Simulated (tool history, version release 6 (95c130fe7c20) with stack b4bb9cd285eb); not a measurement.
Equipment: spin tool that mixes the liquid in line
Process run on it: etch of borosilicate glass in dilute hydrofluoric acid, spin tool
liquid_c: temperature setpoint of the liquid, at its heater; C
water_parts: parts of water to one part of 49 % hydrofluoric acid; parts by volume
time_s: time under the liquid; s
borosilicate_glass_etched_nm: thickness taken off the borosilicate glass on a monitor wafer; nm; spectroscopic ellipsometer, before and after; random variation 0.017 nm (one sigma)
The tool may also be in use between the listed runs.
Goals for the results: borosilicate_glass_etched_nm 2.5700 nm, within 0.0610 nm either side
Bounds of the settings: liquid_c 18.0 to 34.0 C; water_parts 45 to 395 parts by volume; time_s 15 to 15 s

| run | hour | liquid_c | water_parts | time_s | borosilicate_glass_etched_nm |
|---|---|---|---|---|---|
| 1 | 0.0 | 26.0 | 220 | 15 | 1.1535 |
| 2 | 4.9 | 26.0 | 220 | 15 | 1.1501 |
| 3 | 7.1 | 23.0 | 220 | 15 | 1.0208 |
| 4 | 10.5 | 25.0 | 205 | 15 | 1.2086 |
| 5 | 12.8 | 25.0 | 160 | 15 | 1.6149 |
| 6 | 18.9 | 26.5 | 155 | 15 | 1.7780 |
| 7 | 21.5 | 27.5 | 155 | 15 | 1.8526 |
| 8 | 23.4 | 28.5 | 155 | 15 | 1.9348 |
| 9 | 24.8 | 29.5 | 155 | 15 | 2.0155 |
| 10 | 29.9 | 33.5 | 135 | 15 | 2.7023 |
| 11 | 38.8 | 33.0 | 135 | 15 | 2.6730 |

Which of these 4 next moves meets every target?
| A | 47.7 | 31.5 | 140 | 15 | ? |
| B | 47.7 | 32.0 | 135 | 15 | ? |
| C | 47.7 | 33.0 | 145 | 15 | ? |
| D | 47.7 | 32.5 | 145 | 15 | ? |

| move | borosilicate_glass_etched_nm |
|---|---|
| A | 2.4135 |
| B | 2.5656 |
| C | 2.4401 |
| D | 2.3976 |
A: takes the biggest miss from the last run beyond its target
B: hits every target within its allowed miss
C: takes the biggest miss from the last run beyond its target
D: takes the biggest miss from the last run beyond its target
B is the move that brings every result within its allowed miss.
